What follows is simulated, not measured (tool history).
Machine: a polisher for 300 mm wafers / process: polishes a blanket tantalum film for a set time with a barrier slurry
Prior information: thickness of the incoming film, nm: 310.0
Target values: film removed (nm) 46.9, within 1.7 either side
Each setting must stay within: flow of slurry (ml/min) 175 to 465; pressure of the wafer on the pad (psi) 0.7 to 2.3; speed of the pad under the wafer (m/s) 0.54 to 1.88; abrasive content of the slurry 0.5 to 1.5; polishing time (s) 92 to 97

run	hour	flow of slurry (ml/min)	pressure of the wafer on the pad (psi)	speed of the pad under the wafer (m/s)	abrasive content of the slurry	polishing time (s)	film removed (nm)
1	0	295	1.5	1.2	1	92	122.88
2	6.1	295	1.5	1.2	0.85	92	114.14
3	7	295	1.5	1.2	0.95	92	119.03
4	11.8	295	1.5	1.2	0.95	97	127.21
5	13.1	295	1.5	1.2	0.95	92	119.05
6	19.5	295	1.3	1.08	0.95	92	94.878
7	27.4	295	1.1	0.98	0.95	92	75.507
8	32.5	295	1	0.92	0.95	92	66.145
9	38.3	295	1	0.92	0.95	92	65.677
10	42.1	295	0.9	0.88	0.95	92	56.188
11	50.4	295	0.8	0.88	0.95	92	50.922

4 candidate next runs follow, results not yet known. Just one meets every target within its allowed miss. Identify it.
A	58.7	280	0.8	0.76	1.05	92	?
B	58.7	280	0.9	0.76	1.1	93	?
C	58.7	245	0.9	0.84	1.1	93	?
D	58.7	315	0.9	0.8	0.95	96	?

move	film removed (nm)
A	47.81
B	54.991
C	58.382
D	56.245
A: all results land within tolerance of their targets
B: misses by more than the last run did
C: misses by more than the last run did
D: misses by more than the last run did
Correct choice: A, which meets every target
